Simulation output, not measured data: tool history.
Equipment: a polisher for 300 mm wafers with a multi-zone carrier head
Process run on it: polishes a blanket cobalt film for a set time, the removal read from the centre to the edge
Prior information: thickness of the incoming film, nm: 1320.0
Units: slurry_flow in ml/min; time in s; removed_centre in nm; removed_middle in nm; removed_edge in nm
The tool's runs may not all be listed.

{"run": 1, "hour": 0.0, "slurry_flow": 265, "centre_zone": 1.0, "middle_zone": 1.0, "edge_zone": 1.0, "time": 88, "removed_centre": 198.99, "removed_middle": 195.46, "removed_edge": 193.28}
{"run": 2, "hour": 8.7, "slurry_flow": 270, "centre_zone": 1.03, "middle_zone": 0.98, "edge_zone": 1.03, "time": 94, "removed_centre": 220.93, "removed_middle": 201.91, "removed_edge": 207.24}
{"run": 3, "hour": 13.5, "slurry_flow": 270, "centre_zone": 1.03, "middle_zone": 0.98, "edge_zone": 1.08, "time": 94, "removed_centre": 215.84, "removed_middle": 205.92, "removed_edge": 211.52}
{"run": 4, "hour": 21.0, "slurry_flow": 270, "centre_zone": 0.95, "middle_zone": 0.98, "edge_zone": 1.08, "time": 94, "removed_centre": 201.67, "removed_middle": 206.77, "removed_edge": 216.5}
{"run": 5, "hour": 26.0, "slurry_flow": 270, "centre_zone": 0.95, "middle_zone": 0.98, "edge_zone": 1.14, "time": 94, "removed_centre": 197.97, "removed_middle": 204.87, "removed_edge": 217.51}
{"run": 6, "hour": 33.1, "slurry_flow": 275, "centre_zone": 0.98, "middle_zone": 0.95, "edge_zone": 1.14, "time": 99, "removed_centre": 219.15, "removed_middle": 209.82, "removed_edge": 231.65}
{"hour": 38.0, "done": "slurry nozzle cleaned"}
{"run": 7, "hour": 38.0, "slurry_flow": 275, "centre_zone": 0.98, "middle_zone": 0.95, "edge_zone": 1.14, "time": 99, "removed_centre": 232.04, "removed_middle": 214.57, "removed_edge": 230.67}

For run 8, what comes out?
{"run": 8, "hour": 43.5, "slurry_flow": 280, "centre_zone": 0.97, "middle_zone": 0.93, "edge_zone": 1.15, "time": 102, "removed_centre": "?", "removed_middle": "?", "removed_edge": "?"}

{"run 8": {"removed_centre": 234.23, "removed_middle": 221.19, "removed_edge": 242.93}}
